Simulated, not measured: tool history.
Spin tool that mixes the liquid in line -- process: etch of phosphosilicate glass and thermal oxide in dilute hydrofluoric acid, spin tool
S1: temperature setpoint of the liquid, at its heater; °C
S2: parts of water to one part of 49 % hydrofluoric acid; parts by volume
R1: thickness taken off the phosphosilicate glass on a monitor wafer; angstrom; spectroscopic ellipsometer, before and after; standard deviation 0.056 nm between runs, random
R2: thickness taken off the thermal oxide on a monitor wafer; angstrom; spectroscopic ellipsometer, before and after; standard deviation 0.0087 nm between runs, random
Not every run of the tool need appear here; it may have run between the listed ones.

{"run": 1, "hour": 0.0, "S1": 20.0, "S2": 130, "time under the liquid (s)": 30, "R1": 231.05, "R2": 9.0036}
{"run": 2, "hour": 6.5, "S1": 18.5, "S2": 130, "time under the liquid (s)": 30, "R1": 213.69, "R2": 8.0367}
{"run": 3, "hour": 13.1, "S1": 18.5, "S2": 95, "time under the liquid (s)": 30, "R1": 304.16, "R2": 10.959}
{"run": 4, "hour": 14.4, "S1": 18.0, "S2": 130, "time under the liquid (s)": 30, "R1": 210.17, "R2": 7.7104}
{"run": 5, "hour": 18.9, "S1": 17.5, "S2": 155, "time under the liquid (s)": 30, "R1": 169.38, "R2": 6.1946}
{"run": 6, "hour": 21.7, "S1": 17.5, "S2": 180, "time under the liquid (s)": 30, "R1": 142.52, "R2": 5.147}
{"run": 7, "hour": 23.2, "S1": 17.5, "S2": 180, "time under the liquid (s)": 30, "R1": 141.86, "R2": 5.5465}
{"run": 8, "hour": 28.0, "S1": 17.5, "S2": 180, "time under the liquid (s)": 30, "R1": 142.54, "R2": 5.6625}
{"run": 9, "hour": 31.8, "S1": 17.5, "S2": 195, "time under the liquid (s)": 30, "R1": 129.18, "R2": 4.8887}
{"run": 10, "hour": 38.4, "S1": 17.5, "S2": 210, "time under the liquid (s)": 30, "R1": 118.34, "R2": 4.4935}
{"run": 11, "hour": 44.0, "S1": 17.5, "S2": 220, "time under the liquid (s)": 30, "R1": 111.05, "R2": 4.3537}
{"run": 12, "hour": 50.8, "S1": 17.5, "S2": 225, "time under the liquid (s)": 30, "R1": 109.31, "R2": 3.9115}

Forecast run 13:
{"run": 13, "hour": 59.6, "S1": 17.0, "S2": 225, "time under the liquid (s)": 30, "R1": "?", "R2": "?"}

Run 13 yielded R1 106.06 angstrom, R2 4.0365 angstrom.
